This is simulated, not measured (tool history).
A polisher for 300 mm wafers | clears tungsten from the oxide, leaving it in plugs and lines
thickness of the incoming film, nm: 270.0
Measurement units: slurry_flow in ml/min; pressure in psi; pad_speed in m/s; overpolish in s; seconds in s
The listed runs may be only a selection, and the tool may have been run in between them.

run  hour  slurry_flow  pressure  pad_speed  slurry_solids  overpolish  seconds
  1   0.0          155       4.6       1.16            1.0           7   41.909
  2   8.4          150       3.9       1.04            1.0           7   53.451
  3  15.6          145       3.4       0.92            1.0           7   69.544
  4  21.8          145       3.4       0.92            1.0           7   67.657
  5  29.6          140       3.0       0.86            1.0           7   81.312
  6  37.5          140       3.0       0.86            1.0           7   81.276
  7  39.0          135       2.7       0.84            1.0           7   92.075
  8  41.7          125       2.6       0.84            1.0           7   95.118
  9  43.5          125       2.6       0.84            1.0           7   94.296
 10  45.4          125       2.6       0.84            1.0           7   94.807

What will run 11 give?
 11  51.2          120       2.5       0.84            1.0           7        ?

Logged for run 11: seconds 98.706 s.
